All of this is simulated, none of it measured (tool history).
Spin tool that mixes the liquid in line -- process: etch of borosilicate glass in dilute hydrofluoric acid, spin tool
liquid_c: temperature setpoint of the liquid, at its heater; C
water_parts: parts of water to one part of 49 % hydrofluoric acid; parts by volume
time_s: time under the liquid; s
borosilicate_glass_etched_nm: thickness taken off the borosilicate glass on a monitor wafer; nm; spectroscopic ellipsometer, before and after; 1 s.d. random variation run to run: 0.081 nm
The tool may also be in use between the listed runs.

| run | day | liquid_c | water_parts | time_s | borosilicate_glass_etched_nm |
|---|---|---|---|---|---|
| 1 | 0.000 | 26.0 | 265 | 40 | 5.1983 |
| 2 | 0.312 | 23.5 | 265 | 40 | 4.7616 |
| 3 | 0.667 | 20.5 | 265 | 40 | 4.2720 |
| 4 | 0.883 | 24.5 | 235 | 40 | 5.8193 |
| 5 | 1.225 | 24.5 | 235 | 40 | 5.6894 |
| 6 | 1.429 | 27.5 | 215 | 40 | 7.1872 |
| 7 | 1.696 | 29.5 | 205 | 40 | 8.0992 |

Run 8 has not been measured yet. What should we expect?
| 8 | 2.067 | 31.0 | 200 | 40 | ? |

Run 8 produced borosilicate_glass_etched_nm 8.8135 nm.
